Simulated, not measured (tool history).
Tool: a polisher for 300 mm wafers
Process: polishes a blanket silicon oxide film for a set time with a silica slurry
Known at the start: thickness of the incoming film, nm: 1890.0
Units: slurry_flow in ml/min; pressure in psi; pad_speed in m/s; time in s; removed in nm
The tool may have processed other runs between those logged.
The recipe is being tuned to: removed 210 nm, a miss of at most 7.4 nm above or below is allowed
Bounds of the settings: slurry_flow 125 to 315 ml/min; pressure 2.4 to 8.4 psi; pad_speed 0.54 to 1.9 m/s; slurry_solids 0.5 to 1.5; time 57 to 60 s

| run | hour | slurry_flow | pressure | pad_speed | slurry_solids | time | removed |
|---|---|---|---|---|---|---|---|
| 1 | 0 | 205 | 5.4 | 1.22 | 1 | 57 | 241.79 |
| 2 | 6.8 | 205 | 5.3 | 1.22 | 1 | 57 | 242.58 |
| 3 | 11.8 | 205 | 5.9 | 1.22 | 1 | 57 | 267.54 |
| 4 | 18 | 205 | 6.6 | 1.22 | 1 | 57 | 300.51 |
| 5 | 24.1 | 205 | 6.3 | 1.22 | 1 | 57 | 284.56 |
| 6 | 28.4 | 205 | 6.3 | 1.22 | 0.85 | 57 | 264.96 |
| 7 | 32.9 | 205 | 6.1 | 1.22 | 0.85 | 57 | 262.61 |
| 8 | 40.9 | 205 | 5.9 | 1.22 | 0.85 | 57 | 248.67 |
| 9 | 45.2 | 205 | 5.8 | 1.22 | 0.85 | 57 | 247.56 |
| 10 | 48.1 | 205 | 5.7 | 1.22 | 0.85 | 57 | 237.98 |
| 11 | 53.8 | 205 | 5.6 | 1.22 | 0.85 | 57 | 239.77 |
| 12 | 58.4 | 200 | 4.7 | 1.2 | 0.85 | 57 | 196.44 |

Which of these 4 next moves meets every target?
| A | 63 | 185 | 5 | 0.92 | 0.95 | 57 | ? |
| B | 63 | 225 | 3.3 | 1.54 | 0.95 | 60 | ? |
| C | 63 | 210 | 4.5 | 1.1 | 0.9 | 57 | ? |
| D | 63 | 170 | 4.7 | 1.26 | 0.85 | 60 | ? |

| move | removed |
|---|---|
| A | 174.42 |
| B | 191.27 |
| C | 181 |
| D | 209.12 |
A: its largest miss is bigger than the last run's
B: its largest miss is bigger than the last run's
C: its largest miss is bigger than the last run's
D: each result inside its tolerance
Go with D: it meets all targets.
